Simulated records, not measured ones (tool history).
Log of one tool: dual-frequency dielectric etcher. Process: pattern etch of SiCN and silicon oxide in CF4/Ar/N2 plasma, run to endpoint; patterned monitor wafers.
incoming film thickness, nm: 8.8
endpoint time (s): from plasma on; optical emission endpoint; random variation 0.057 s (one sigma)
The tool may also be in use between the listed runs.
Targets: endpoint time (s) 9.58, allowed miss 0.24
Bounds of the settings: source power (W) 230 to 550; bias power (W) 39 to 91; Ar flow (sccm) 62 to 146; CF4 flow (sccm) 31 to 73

Run 1, hour 0: source power (W) 390, bias power (W) 65, Ar flow (sccm) 104, CF4 flow (sccm) 52. Result: endpoint time (s) 11.067.
Run 2, hour 8.7: source power (W) 390, bias power (W) 65, Ar flow (sccm) 104, CF4 flow (sccm) 56. Result: endpoint time (s) 10.925.
Run 3, hour 14.4: source power (W) 390, bias power (W) 65, Ar flow (sccm) 104, CF4 flow (sccm) 52. Result: endpoint time (s) 11.114.
Run 4, hour 22.7: source power (W) 410, bias power (W) 65, Ar flow (sccm) 104, CF4 flow (sccm) 52. Result: endpoint time (s) 10.566.
Run 5, hour 30.3: source power (W) 410, bias power (W) 56, Ar flow (sccm) 104, CF4 flow (sccm) 52. Result: endpoint time (s) 11.055.
Run 6, hour 33.6: source power (W) 410, bias power (W) 56, Ar flow (sccm) 111, CF4 flow (sccm) 52. Result: endpoint time (s) 11.296.
Run 7, hour 39.2: source power (W) 430, bias power (W) 56, Ar flow (sccm) 111, CF4 flow (sccm) 52. Result: endpoint time (s) 10.768.
Run 8, hour 44.9: source power (W) 440, bias power (W) 56, Ar flow (sccm) 111, CF4 flow (sccm) 52. Result: endpoint time (s) 10.468.
Run 9, hour 49: source power (W) 450, bias power (W) 56, Ar flow (sccm) 111, CF4 flow (sccm) 52. Result: endpoint time (s) 10.235.
Run 10, hour 57.1: source power (W) 460, bias power (W) 56, Ar flow (sccm) 111, CF4 flow (sccm) 52. Result: endpoint time (s) 9.9651.

5 next moves are on the table. One of them brings every result within its allowed miss. Which?
Run A, hour 65.2: source power (W) 420, bias power (W) 59, Ar flow (sccm) 107, CF4 flow (sccm) 48. Result: endpoint time (s) ?.
Run B, hour 65.2: source power (W) 420, bias power (W) 63, Ar flow (sccm) 93, CF4 flow (sccm) 54. Result: endpoint time (s) ?.
Run C, hour 65.2: source power (W) 430, bias power (W) 61, Ar flow (sccm) 117, CF4 flow (sccm) 60. Result: endpoint time (s) ?.
Run D, hour 65.2: source power (W) 480, bias power (W) 52, Ar flow (sccm) 89, CF4 flow (sccm) 47. Result: endpoint time (s) ?.
Run E, hour 65.2: source power (W) 430, bias power (W) 57, Ar flow (sccm) 106, CF4 flow (sccm) 48. Result: endpoint time (s) ?.

move  endpoint time (s)
   A             10.847
   B             10.101
   C             10.191
   D             9.5637
   E             10.701
A: further off than the last run
B: further off than the last run
C: further off than the last run
D: meets every target
E: further off than the last run
The right move is D.
